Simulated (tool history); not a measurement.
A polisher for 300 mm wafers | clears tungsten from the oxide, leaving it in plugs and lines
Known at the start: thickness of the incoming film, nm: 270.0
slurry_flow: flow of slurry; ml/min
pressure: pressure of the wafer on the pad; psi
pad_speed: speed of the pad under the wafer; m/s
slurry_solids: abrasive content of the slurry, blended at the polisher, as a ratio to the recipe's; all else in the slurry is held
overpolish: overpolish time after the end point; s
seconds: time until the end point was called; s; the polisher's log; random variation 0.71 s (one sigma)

Run 1, hour 0: slurry_flow 300 ml/min, pressure 2.7 psi, pad_speed 1 m/s, slurry_solids 1, overpolish 19 s. Result: seconds 100.62 s.
Run 2, hour 7.9: slurry_flow 300 ml/min, pressure 3.2 psi, pad_speed 1.02 m/s, slurry_solids 1, overpolish 19 s. Result: seconds 85.555 s.
Run 3, hour 9.7: slurry_flow 300 ml/min, pressure 3.8 psi, pad_speed 1.02 m/s, slurry_solids 1, overpolish 19 s. Result: seconds 70.853 s.
Run 4, hour 10.8: slurry_flow 355 ml/min, pressure 3.8 psi, pad_speed 1.02 m/s, slurry_solids 1, overpolish 19 s. Result: seconds 69.294 s.
Run 5, hour 15.5: slurry_flow 355 ml/min, pressure 3.9 psi, pad_speed 1.06 m/s, slurry_solids 1, overpolish 19 s. Result: seconds 67.24 s.
Run 6, hour 22.4: slurry_flow 355 ml/min, pressure 3.9 psi, pad_speed 0.86 m/s, slurry_solids 1, overpolish 19 s. Result: seconds 81.816 s.

Run 7 comes next. What will it give?
Run 7, hour 25.2: slurry_flow 355 ml/min, pressure 4 psi, pad_speed 0.96 m/s, slurry_solids 1, overpolish 19 s. Result: seconds ?.

{"run 7": {"seconds": 72.319}}

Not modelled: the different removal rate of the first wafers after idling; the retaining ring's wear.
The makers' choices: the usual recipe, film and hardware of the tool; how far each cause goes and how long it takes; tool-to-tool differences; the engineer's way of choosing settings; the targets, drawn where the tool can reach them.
